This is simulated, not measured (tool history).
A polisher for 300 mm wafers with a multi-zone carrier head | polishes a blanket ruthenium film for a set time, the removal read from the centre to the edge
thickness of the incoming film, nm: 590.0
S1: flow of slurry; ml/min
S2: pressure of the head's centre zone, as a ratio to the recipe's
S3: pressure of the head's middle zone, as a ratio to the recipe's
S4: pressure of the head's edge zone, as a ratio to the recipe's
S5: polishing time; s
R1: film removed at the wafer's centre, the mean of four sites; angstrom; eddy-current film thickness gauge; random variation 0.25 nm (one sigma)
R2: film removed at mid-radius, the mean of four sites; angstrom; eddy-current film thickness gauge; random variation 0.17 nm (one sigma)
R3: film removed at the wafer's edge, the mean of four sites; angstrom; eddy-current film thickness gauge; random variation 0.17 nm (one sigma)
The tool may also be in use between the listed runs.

Run 1, day 0.000: S1 125 ml/min, S2 1.00, S3 1.00, S4 1.00, S5 51 s. Result: R1 379.33 angstrom, R2 440.74 angstrom, R3 429.13 angstrom.
Run 2, day 0.262: S1 125 ml/min, S2 1.00, S3 0.92, S4 1.00, S5 51 s. Result: R1 381.80 angstrom, R2 411.16 angstrom, R3 429.14 angstrom.
Run 3, day 0.638: S1 125 ml/min, S2 1.00, S3 0.92, S4 1.00, S5 40 s. Result: R1 297.42 angstrom, R2 319.62 angstrom, R3 339.72 angstrom.
Run 4, day 0.912: S1 120 ml/min, S2 1.02, S3 0.91, S4 0.97, S5 39 s. Result: R1 295.54 angstrom, R2 306.67 angstrom, R3 323.53 angstrom.
Run 5, day 1.233: S1 120 ml/min, S2 1.02, S3 0.91, S4 0.97, S5 51 s. Result: R1 379.92 angstrom, R2 401.12 angstrom, R3 424.14 angstrom.
Run 6, day 1.396: S1 120 ml/min, S2 1.04, S3 0.91, S4 0.94, S5 48 s. Result: R1 368.22 angstrom, R2 375.52 angstrom, R3 393.77 angstrom.
Run 7, day 1.742: S1 100 ml/min, S2 1.13, S3 0.90, S4 0.84, S5 34 s. Result: R1 264.86 angstrom, R2 251.83 angstrom, R3 258.06 angstrom.
Run 8, day 2.042: S1 105 ml/min, S2 1.13, S3 0.90, S4 0.84, S5 34 s. Result: R1 273.17 angstrom, R2 255.91 angstrom, R3 260.07 angstrom.
Run 9, day 2.342: S1 110 ml/min, S2 1.13, S3 0.90, S4 0.84, S5 34 s. Result: R1 271.29 angstrom, R2 263.44 angstrom, R3 264.79 angstrom.
Run 10, day 2.450: S1 110 ml/min, S2 1.14, S3 0.89, S4 0.84, S5 34 s. Result: R1 276.97 angstrom, R2 257.08 angstrom, R3 261.94 angstrom.

The next listed run, before its measurement:
Run 11, day 2.642: S1 115 ml/min, S2 1.14, S3 0.89, S4 0.84, S5 34 s. Result: R1 ?, R2 ?, R3 ?.

{"run 11": {"R1": 286.04, "R2": 260.53, "R3": 261.24}}
